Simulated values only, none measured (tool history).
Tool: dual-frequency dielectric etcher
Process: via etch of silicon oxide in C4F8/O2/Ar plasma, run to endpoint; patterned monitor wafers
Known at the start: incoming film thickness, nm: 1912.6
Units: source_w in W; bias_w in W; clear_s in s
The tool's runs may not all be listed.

run,hour,source_w,bias_w,clear_s
1,0.0,1540,1750,443.68
2,3.9,1410,1750,457.54
3,8.0,1640,1750,438.25
4,16.5,1640,1977,424.94
5,24.3,1500,1898,442.11
6,25.7,1500,2136,430.46
7,27.2,1380,2055,443.76
8,31.1,1290,1973,459.09
9,33.0,1220,1928,470.67
10,36.6,1220,1928,468.09
11,45.1,1160,1889,478.36

The next listed run, before its measurement:
12,48.2,1120,1867,?

Run 12 gave clear_s 486.28 s.
